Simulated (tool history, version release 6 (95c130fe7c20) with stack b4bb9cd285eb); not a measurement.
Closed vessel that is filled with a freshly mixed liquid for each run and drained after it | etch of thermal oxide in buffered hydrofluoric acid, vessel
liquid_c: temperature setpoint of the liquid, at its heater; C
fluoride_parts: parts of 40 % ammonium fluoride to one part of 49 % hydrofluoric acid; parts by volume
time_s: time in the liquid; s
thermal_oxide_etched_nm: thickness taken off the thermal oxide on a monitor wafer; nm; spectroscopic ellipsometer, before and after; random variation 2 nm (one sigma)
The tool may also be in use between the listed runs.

run,hour,liquid_c,fluoride_parts,time_s,thermal_oxide_etched_nm
1,0.0,24.0,8,100,151.13
2,9.1,25.5,8,100,163.26
3,13.3,25.5,8,100,163.01
4,19.8,26.5,8,100,173.32
5,20.9,27.0,8,100,177.55
6,23.5,27.5,8,100,185.15
7,26.2,28.0,8,100,186.83

Forecast run 8:
8,34.3,28.5,8,100,?

{"run 8": {"thermal_oxide_etched_nm": 194.33}}
